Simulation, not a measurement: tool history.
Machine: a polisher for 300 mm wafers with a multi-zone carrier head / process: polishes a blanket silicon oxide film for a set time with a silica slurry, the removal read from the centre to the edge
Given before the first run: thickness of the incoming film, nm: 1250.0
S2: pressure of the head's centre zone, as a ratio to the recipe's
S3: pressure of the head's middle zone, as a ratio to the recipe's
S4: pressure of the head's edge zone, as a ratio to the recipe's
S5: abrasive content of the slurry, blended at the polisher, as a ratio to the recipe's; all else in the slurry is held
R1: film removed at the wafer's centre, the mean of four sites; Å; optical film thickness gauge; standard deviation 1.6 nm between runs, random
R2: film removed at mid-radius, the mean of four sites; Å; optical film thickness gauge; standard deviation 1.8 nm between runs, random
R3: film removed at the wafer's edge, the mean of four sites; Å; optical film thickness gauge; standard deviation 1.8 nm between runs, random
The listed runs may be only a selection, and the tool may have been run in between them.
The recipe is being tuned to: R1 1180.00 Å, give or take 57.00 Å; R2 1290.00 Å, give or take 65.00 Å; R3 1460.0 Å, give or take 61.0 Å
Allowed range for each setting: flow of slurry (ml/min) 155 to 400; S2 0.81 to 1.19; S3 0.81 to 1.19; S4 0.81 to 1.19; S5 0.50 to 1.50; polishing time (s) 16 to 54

run 1 hour=0.0 | flow_of_slurry_(ml/min)=255 S2=1.00 S3=1.00 S4=1.00 S5=1.00 polishing_time_(s)=35 | R1=932.21 R2=971.08 R3=1016.8
run 2 hour=6.8 | flow_of_slurry_(ml/min)=255 S2=1.00 S3=1.00 S4=1.00 S5=1.00 polishing_time_(s)=43 | R1=1140.90 R2=1190.90 R3=1238.2
run 3 hour=14.1 | flow_of_slurry_(ml/min)=255 S2=0.99 S3=1.00 S4=1.04 S5=1.05 polishing_time_(s)=43 | R1=1165.80 R2=1257.20 R3=1272.9
run 4 hour=18.4 | flow_of_slurry_(ml/min)=200 S2=0.99 S3=1.00 S4=1.04 S5=1.05 polishing_time_(s)=43 | R1=1165.00 R2=1205.50 R3=1272.7
run 5 hour=24.6 | flow_of_slurry_(ml/min)=200 S2=0.99 S3=1.00 S4=1.04 S5=1.05 polishing_time_(s)=38 | R1=1022.40 R2=1060.00 R3=1119.0
run 6 hour=30.3 | flow_of_slurry_(ml/min)=195 S2=0.95 S3=0.96 S4=1.06 S5=1.20 polishing_time_(s)=39 | R1=1045.20 R2=1098.90 R3=1198.7
run 7 hour=32.0 | flow_of_slurry_(ml/min)=190 S2=0.93 S3=0.95 S4=1.08 S5=1.30 polishing_time_(s)=40 | R1=1063.40 R2=1136.80 R3=1278.9
run 8 hour=40.6 | flow_of_slurry_(ml/min)=190 S2=0.93 S3=0.96 S4=1.10 S5=1.35 polishing_time_(s)=40 | R1=1103.20 R2=1186.50 R3=1310.0
run 9 hour=41.3 | flow_of_slurry_(ml/min)=190 S2=0.92 S3=0.96 S4=1.11 S5=1.40 polishing_time_(s)=41 | R1=1098.50 R2=1227.70 R3=1353.0

Next run, 4 choices. One meets every target within its allowed miss, the rest don't. Which?
run A hour=42.0 | flow_of_slurry_(ml/min)=155 S2=0.92 S3=0.81 S4=1.13 S5=1.15 polishing_time_(s)=47 | R1=? R2=? R3=?
run B hour=42.0 | flow_of_slurry_(ml/min)=200 S2=0.90 S3=0.96 S4=1.11 S5=1.30 polishing_time_(s)=45 | R1=? R2=? R3=?
run C hour=42.0 | flow_of_slurry_(ml/min)=190 S2=0.91 S3=1.00 S4=1.06 S5=1.20 polishing_time_(s)=40 | R1=? R2=? R3=?
run D hour=42.0 | flow_of_slurry_(ml/min)=195 S2=0.81 S3=0.98 S4=1.17 S5=1.45 polishing_time_(s)=42 | R1=? R2=? R3=?

move=A R1=1176.60 R2=1162.40 R3=1449.1
move=B R1=1173.20 R2=1308.70 R3=1452.2
move=C R1=1022.50 R2=1157.50 R3=1227.7
move=D R1=1018.30 R2=1280.40 R3=1435.8
A: the worst result of the last run now meets its target, but another is out of spec
B: every result within its allowed miss
C: its largest miss is bigger than the last run's
D: the worst result of the last run now meets its target, but another is out of spec
Answer: B

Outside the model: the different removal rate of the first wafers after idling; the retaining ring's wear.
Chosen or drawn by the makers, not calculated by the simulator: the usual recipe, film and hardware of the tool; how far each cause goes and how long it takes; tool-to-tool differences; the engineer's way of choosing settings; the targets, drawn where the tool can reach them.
